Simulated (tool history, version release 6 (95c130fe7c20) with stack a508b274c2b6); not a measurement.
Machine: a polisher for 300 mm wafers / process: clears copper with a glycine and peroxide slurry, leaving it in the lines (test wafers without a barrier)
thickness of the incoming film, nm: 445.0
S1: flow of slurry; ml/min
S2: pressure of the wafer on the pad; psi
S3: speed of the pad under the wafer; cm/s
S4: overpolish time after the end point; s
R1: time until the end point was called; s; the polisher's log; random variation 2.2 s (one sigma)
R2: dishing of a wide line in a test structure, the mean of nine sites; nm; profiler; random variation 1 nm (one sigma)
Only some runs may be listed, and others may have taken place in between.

Run 1, hour 0: S1 185 ml/min, S2 2 psi, S3 86 cm/s, S4 12 s. Result: R1 117.93 s, R2 30.102 nm.
Run 2, hour 4.8: S1 185 ml/min, S2 2 psi, S3 86 cm/s, S4 13 s. Result: R1 118.07 s, R2 31.509 nm.
Run 3, hour 11.1: S1 185 ml/min, S2 2 psi, S3 98 cm/s, S4 13 s. Result: R1 108.04 s, R2 34.111 nm.
Run 4, hour 14.5: S1 185 ml/min, S2 2 psi, S3 98 cm/s, S4 14 s. Result: R1 108.01 s, R2 37.056 nm.
Run 5, hour 22.3: S1 185 ml/min, S2 2 psi, S3 98 cm/s, S4 11 s. Result: R1 107.5 s, R2 29.01 nm.
Run 6, hour 30.8: S1 210 ml/min, S2 2 psi, S3 98 cm/s, S4 11 s. Result: R1 110.39 s, R2 28.671 nm.
Run 7, hour 33.4: S1 210 ml/min, S2 2 psi, S3 96 cm/s, S4 13 s. Result: R1 110.25 s, R2 33.25 nm.

Run 8 comes next. What will it give?
Run 8, hour 39.8: S1 210 ml/min, S2 2 psi, S3 96 cm/s, S4 14 s. Result: R1 ?, R2 ?.

R1: 107.23 s
R2: 35.924 nm
